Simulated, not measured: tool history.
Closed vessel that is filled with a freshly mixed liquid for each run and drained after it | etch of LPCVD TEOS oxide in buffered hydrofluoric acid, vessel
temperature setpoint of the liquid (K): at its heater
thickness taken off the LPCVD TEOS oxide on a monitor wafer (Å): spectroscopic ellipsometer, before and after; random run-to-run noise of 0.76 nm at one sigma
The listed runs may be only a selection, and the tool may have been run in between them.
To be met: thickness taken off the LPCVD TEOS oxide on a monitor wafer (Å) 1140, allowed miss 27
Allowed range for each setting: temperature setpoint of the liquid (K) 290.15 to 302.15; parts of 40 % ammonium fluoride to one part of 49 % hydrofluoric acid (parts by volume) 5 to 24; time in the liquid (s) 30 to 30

run,hour,temperature setpoint of the liquid (K),parts of 40 % ammonium fluoride to one part of 49 % hydrofluoric acid (parts by volume),time in the liquid (s),thickness taken off the LPCVD TEOS oxide on a monitor wafer (Å)
1,0,294.15,14.5,30,604.65
2,2,294.15,11.5,30,741.45
3,6.7,295.65,11.5,30,811.89
4,14.4,298.65,11.5,30,951.41
5,15.2,299.65,11.5,30,1020.3
6,17.6,299.65,15.5,30,760.18
7,20.2,300.15,14.5,30,831.28
8,28.2,302.15,10.5,30,1274.4
9,29,301.65,10.5,30,1240.1
10,37.4,301.15,10.5,30,1201.7

4 next moves are on the table. One of them brings every result within its allowed miss. Which?
A,45.8,295.65,7,30,?
B,45.8,299.15,8.5,30,?
C,45.8,300.15,9,30,?
D,45.8,301.15,11,30,?

move,thickness taken off the LPCVD TEOS oxide on a monitor wafer (Å)
A,1314.8
B,1289.3
C,1278.5
D,1150.3
A: the biggest miss grows against the last run
B: the biggest miss grows against the last run
C: the biggest miss grows against the last run
D: every result within its allowed miss
D meets every target.
